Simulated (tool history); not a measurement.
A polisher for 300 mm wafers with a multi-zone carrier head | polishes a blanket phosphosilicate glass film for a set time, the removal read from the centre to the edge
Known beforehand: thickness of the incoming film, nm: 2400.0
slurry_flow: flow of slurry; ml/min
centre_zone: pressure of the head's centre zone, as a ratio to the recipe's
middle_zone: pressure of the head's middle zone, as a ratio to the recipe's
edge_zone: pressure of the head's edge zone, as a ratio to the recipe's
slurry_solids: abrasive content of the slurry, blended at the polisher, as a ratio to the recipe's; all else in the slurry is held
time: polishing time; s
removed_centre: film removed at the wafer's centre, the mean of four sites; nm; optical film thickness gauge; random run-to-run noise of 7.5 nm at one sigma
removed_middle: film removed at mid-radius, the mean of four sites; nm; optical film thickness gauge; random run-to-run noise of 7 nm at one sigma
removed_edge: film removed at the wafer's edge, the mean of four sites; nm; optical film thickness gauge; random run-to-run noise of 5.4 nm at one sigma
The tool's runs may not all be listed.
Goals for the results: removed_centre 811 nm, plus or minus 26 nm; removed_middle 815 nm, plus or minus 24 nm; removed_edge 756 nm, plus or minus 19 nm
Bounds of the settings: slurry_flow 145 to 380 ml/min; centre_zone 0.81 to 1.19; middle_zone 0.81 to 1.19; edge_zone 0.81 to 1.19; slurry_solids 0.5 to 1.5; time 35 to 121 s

Run 1, hour 0: slurry_flow 245 ml/min, centre_zone 1, middle_zone 1, edge_zone 1, slurry_solids 1, time 78 s. Result: removed_centre 891.29 nm, removed_middle 918.79 nm, removed_edge 926.72 nm.
Run 2, hour 6.4: slurry_flow 245 ml/min, centre_zone 1, middle_zone 1, edge_zone 0.96, slurry_solids 1, time 78 s. Result: removed_centre 898.19 nm, removed_middle 921.92 nm, removed_edge 918.18 nm.
Run 3, hour 9: slurry_flow 245 ml/min, centre_zone 1, middle_zone 1, edge_zone 0.89, slurry_solids 1, time 78 s. Result: removed_centre 897.59 nm, removed_middle 915.81 nm, removed_edge 893.6 nm.
Run 4, hour 13.4: slurry_flow 245 ml/min, centre_zone 1, middle_zone 1.07, edge_zone 0.89, slurry_solids 1, time 78 s. Result: removed_centre 901.43 nm, removed_middle 941.4 nm, removed_edge 890.06 nm.
Run 5, hour 20.8: slurry_flow 240 ml/min, centre_zone 1, middle_zone 1.07, edge_zone 0.88, slurry_solids 0.95, time 78 s. Result: removed_centre 864.54 nm, removed_middle 933.5 nm, removed_edge 865.18 nm.
Run 6, hour 22.5: slurry_flow 265 ml/min, centre_zone 1, middle_zone 1.07, edge_zone 0.88, slurry_solids 0.95, time 78 s. Result: removed_centre 866.32 nm, removed_middle 933.77 nm, removed_edge 861.86 nm.
Run 7, hour 24.6: slurry_flow 265 ml/min, centre_zone 1.01, middle_zone 1.06, edge_zone 0.87, slurry_solids 0.9, time 78 s. Result: removed_centre 850.97 nm, removed_middle 902.62 nm, removed_edge 833.84 nm.
Run 8, hour 26.9: slurry_flow 265 ml/min, centre_zone 1.02, middle_zone 1.05, edge_zone 0.87, slurry_solids 0.9, time 78 s. Result: removed_centre 857.2 nm, removed_middle 884.38 nm, removed_edge 837.31 nm.
Run 9, hour 28.2: slurry_flow 265 ml/min, centre_zone 1.03, middle_zone 1.05, edge_zone 0.86, slurry_solids 0.9, time 78 s. Result: removed_centre 869.03 nm, removed_middle 886.32 nm, removed_edge 843.06 nm.
Run 10, hour 35.4: slurry_flow 265 ml/min, centre_zone 1.04, middle_zone 1.06, edge_zone 0.85, slurry_solids 0.85, time 78 s. Result: removed_centre 855.07 nm, removed_middle 849.76 nm, removed_edge 808.18 nm.
Run 11, hour 38.1: slurry_flow 265 ml/min, centre_zone 1.04, middle_zone 1.06, edge_zone 0.84, slurry_solids 0.85, time 78 s. Result: removed_centre 855.32 nm, removed_middle 875.01 nm, removed_edge 814.42 nm.

Pick the move, out of 5, that brings all results within their allowed miss; only one does.
Run A, hour 40.8: slurry_flow 340 ml/min, centre_zone 1.16, middle_zone 1.19, edge_zone 0.81, slurry_solids 0.85, time 72 s. Result: removed_centre ?, removed_middle ?, removed_edge ?.
Run B, hour 40.8: slurry_flow 305 ml/min, centre_zone 1.02, middle_zone 1.13, edge_zone 0.83, slurry_solids 0.75, time 76 s. Result: removed_centre ?, removed_middle ?, removed_edge ?.
Run C, hour 40.8: slurry_flow 300 ml/min, centre_zone 1.02, middle_zone 1.12, edge_zone 0.81, slurry_solids 0.8, time 77 s. Result: removed_centre ?, removed_middle ?, removed_edge ?.
Run D, hour 40.8: slurry_flow 380 ml/min, centre_zone 1.13, middle_zone 1.05, edge_zone 0.82, slurry_solids 1.1, time 63 s. Result: removed_centre ?, removed_middle ?, removed_edge ?.
Run E, hour 40.8: slurry_flow 335 ml/min, centre_zone 1.03, middle_zone 1.04, edge_zone 0.82, slurry_solids 0.75, time 79 s. Result: removed_centre ?, removed_middle ?, removed_edge ?.

move  removed_centre  removed_middle  removed_edge
   A          890.22          875.57        743.33
   B          757.82          824.13        727.86
   C          798.48          863.98        761.98
   D          876.86          822.65        753.89
   E          800.99           821.7        758.32
A: gets the furthest-off result to its target, but another result is out of tolerance
B: the result that was furthest off in the last run now lies on the other side of its target
C: gets the furthest-off result to its target, but another result is out of tolerance
D: gets the furthest-off result to its target, but another result is out of tolerance
E: hits every target within its allowed miss
The move that meets every target is E.

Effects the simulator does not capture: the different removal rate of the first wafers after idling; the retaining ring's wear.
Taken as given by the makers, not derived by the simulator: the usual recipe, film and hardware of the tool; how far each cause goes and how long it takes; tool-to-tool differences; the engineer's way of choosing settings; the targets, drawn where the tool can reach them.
